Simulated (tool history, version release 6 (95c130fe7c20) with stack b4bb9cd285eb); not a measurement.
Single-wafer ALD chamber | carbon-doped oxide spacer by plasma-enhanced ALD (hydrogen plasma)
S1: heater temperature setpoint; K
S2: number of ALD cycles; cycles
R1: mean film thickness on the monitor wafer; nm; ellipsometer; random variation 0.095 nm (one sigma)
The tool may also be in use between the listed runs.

Run 1, hour 0: S1 683.15 K, S2 528 cycles. Result: R1 24.49 nm.
Run 2, hour 8.5: S1 684.15 K, S2 509 cycles. Result: R1 23.531 nm.
Run 3, hour 9.4: S1 685.15 K, S2 494 cycles. Result: R1 22.875 nm.
Run 4, hour 14.2: S1 685.15 K, S2 520 cycles. Result: R1 23.941 nm.
Run 5, hour 14.8: S1 686.15 K, S2 503 cycles. Result: R1 23.167 nm.
Run 6, hour 16.4: S1 687.15 K, S2 489 cycles. Result: R1 22.508 nm.
Run 7, hour 24.5: S1 688.15 K, S2 477 cycles. Result: R1 22.073 nm.

The next listed run, before its measurement:
Run 8, hour 29.4: S1 689.15 K, S2 466 cycles. Result: R1 ?.

Run 8 gave R1 21.195 nm.

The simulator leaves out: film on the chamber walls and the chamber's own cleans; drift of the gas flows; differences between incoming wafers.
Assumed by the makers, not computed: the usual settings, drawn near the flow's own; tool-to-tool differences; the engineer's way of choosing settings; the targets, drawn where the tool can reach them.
